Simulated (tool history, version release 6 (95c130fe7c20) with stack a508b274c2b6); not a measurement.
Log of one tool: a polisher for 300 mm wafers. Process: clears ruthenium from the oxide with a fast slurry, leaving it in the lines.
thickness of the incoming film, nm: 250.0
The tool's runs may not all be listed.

run	day	flow of slurry (ml/min)	pressure of the wafer on the pad (kPa)	speed of the pad under the wafer (cm/s)	abrasive content of the slurry	overpolish time after the end point (s)	time until the end point was called (s)	dishing of a wide line in a test structure (Å)
1	0	300	22.1	84	1	23	80.116	575.64
2	0.212	300	22.1	84	1	24	83.234	602.11
3	0.438	300	22.8	84	1	25	80.335	641.62
4	0.629	300	28.3	84	1	25	62.595	777.03
5	0.879	300	28.3	84	1	21	63.982	680.4
6	1.012	300	28.3	92	1	21	58.483	708.57
# day 1.221: slurry blender recalibrated
7	1.221	300	27.6	92	1	23	53.639	808.85
8	1.417	300	26.2	92	1	24	57.886	809.56
9	1.525	300	25.5	92	1	25	59.835	850.24

The next listed run, before its measurement:
10	1.867	300	24.8	92	1	26	?	?

Run 10 gave time until the end point was called (s) 59.909, dishing of a wide line in a test structure (Å) 850.19.
